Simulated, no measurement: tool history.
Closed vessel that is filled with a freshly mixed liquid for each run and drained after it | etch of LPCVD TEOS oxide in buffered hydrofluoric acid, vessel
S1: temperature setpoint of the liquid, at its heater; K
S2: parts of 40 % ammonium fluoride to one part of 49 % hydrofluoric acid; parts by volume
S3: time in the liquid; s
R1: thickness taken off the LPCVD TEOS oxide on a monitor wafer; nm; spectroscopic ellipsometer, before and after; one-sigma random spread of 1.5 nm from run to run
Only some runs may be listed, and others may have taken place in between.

run	hour	S1	S2	S3	R1
1	0.0	294.15	22.5	100	145.91
2	2.8	292.65	22.5	100	133.48
3	8.9	292.65	28.5	100	111.87
4	14.6	294.65	25.0	100	138.29
5	22.1	294.65	29.5	100	120.84
# hour 27.4: hydrofluoric acid flow meter replaced
6	27.4	296.15	25.5	100	158.77

What does the tool deliver on the next run?
7	34.9	297.15	24.0	100	?

Run 7 yielded R1 173.38 nm.
